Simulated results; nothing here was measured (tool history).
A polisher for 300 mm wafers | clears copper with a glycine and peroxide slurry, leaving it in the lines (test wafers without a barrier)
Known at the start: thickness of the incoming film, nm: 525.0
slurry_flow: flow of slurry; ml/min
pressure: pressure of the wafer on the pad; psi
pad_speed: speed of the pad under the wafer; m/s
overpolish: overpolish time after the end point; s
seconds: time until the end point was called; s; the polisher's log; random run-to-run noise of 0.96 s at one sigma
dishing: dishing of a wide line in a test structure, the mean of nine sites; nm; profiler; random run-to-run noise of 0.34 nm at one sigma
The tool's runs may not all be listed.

{"run": 1, "day": 0.0, "slurry_flow": 315, "pressure": 3, "pad_speed": 1.04, "overpolish": 14, "seconds": 91.485, "dishing": 59.125}
{"run": 2, "day": 0.367, "slurry_flow": 315, "pressure": 2.9, "pad_speed": 1.06, "overpolish": 11, "seconds": 90.579, "dishing": 48.297}
{"run": 3, "day": 0.475, "slurry_flow": 315, "pressure": 2.9, "pad_speed": 1.18, "overpolish": 11, "seconds": 84.325, "dishing": 51.296}
{"run": 4, "day": 0.5, "slurry_flow": 315, "pressure": 2.8, "pad_speed": 1.18, "overpolish": 9, "seconds": 86.365, "dishing": 43.152}
{"run": 5, "day": 0.642, "slurry_flow": 280, "pressure": 2.8, "pad_speed": 1.18, "overpolish": 9, "seconds": 87.687, "dishing": 42.548}
{"run": 6, "day": 0.825, "slurry_flow": 280, "pressure": 2.7, "pad_speed": 1.2, "overpolish": 8, "seconds": 88.613, "dishing": 37.815}
{"run": 7, "day": 0.946, "slurry_flow": 265, "pressure": 2.7, "pad_speed": 1.2, "overpolish": 8, "seconds": 87.432, "dishing": 37.608}
{"run": 8, "day": 0.979, "slurry_flow": 265, "pressure": 2.5, "pad_speed": 1.2, "overpolish": 6, "seconds": 93.32, "dishing": 27.465}

Estimate the outcome of run 9 from the log above:
{"run": 9, "day": 1.258, "slurry_flow": 290, "pressure": 2.5, "pad_speed": 1.2, "overpolish": 6, "seconds": "?", "dishing": "?"}

seconds: 94.197 s
dishing: 28.181 nm
